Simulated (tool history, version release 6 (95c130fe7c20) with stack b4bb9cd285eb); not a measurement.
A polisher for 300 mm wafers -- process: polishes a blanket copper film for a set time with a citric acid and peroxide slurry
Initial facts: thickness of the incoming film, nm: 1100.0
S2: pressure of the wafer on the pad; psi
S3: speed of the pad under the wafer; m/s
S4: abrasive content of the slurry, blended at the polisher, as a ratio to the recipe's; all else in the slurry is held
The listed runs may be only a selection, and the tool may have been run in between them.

Run 1, day 0.000: flow of slurry (ml/min) 210, S2 3.8 psi, S3 0.80 m/s, S4 1.0, polishing time (s) 80. Result: film removed (Å) 1447.4.
Run 2, day 0.142: flow of slurry (ml/min) 210, S2 4.2 psi, S3 0.84 m/s, S4 1.0, polishing time (s) 80. Result: film removed (Å) 1664.2.
Run 3, day 0.204: flow of slurry (ml/min) 245, S2 4.2 psi, S3 0.84 m/s, S4 1.0, polishing time (s) 80. Result: film removed (Å) 1693.6.
Run 4, day 0.317: flow of slurry (ml/min) 245, S2 4.5 psi, S3 0.86 m/s, S4 1.0, polishing time (s) 80. Result: film removed (Å) 1888.0.
Run 5, day 0.625: flow of slurry (ml/min) 245, S2 4.8 psi, S3 0.88 m/s, S4 1.0, polishing time (s) 80. Result: film removed (Å) 2061.2.
Run 6, day 0.821: flow of slurry (ml/min) 245, S2 4.8 psi, S3 1.00 m/s, S4 1.0, polishing time (s) 80. Result: film removed (Å) 2233.3.
Run 7, day 1.017: flow of slurry (ml/min) 245, S2 5.0 psi, S3 1.00 m/s, S4 1.0, polishing time (s) 80. Result: film removed (Å) 2348.5.
Run 8, day 1.383: flow of slurry (ml/min) 245, S2 5.2 psi, S3 1.00 m/s, S4 1.0, polishing time (s) 80. Result: film removed (Å) 2517.6.
Run 9, day 1.500: flow of slurry (ml/min) 245, S2 5.3 psi, S3 1.00 m/s, S4 1.0, polishing time (s) 80. Result: film removed (Å) 2490.2.

For run 10, what comes out?
Run 10, day 1.850: flow of slurry (ml/min) 250, S2 5.4 psi, S3 1.02 m/s, S4 1.0, polishing time (s) 80. Result: film removed (Å) ?.

film removed (Å): 2650.8

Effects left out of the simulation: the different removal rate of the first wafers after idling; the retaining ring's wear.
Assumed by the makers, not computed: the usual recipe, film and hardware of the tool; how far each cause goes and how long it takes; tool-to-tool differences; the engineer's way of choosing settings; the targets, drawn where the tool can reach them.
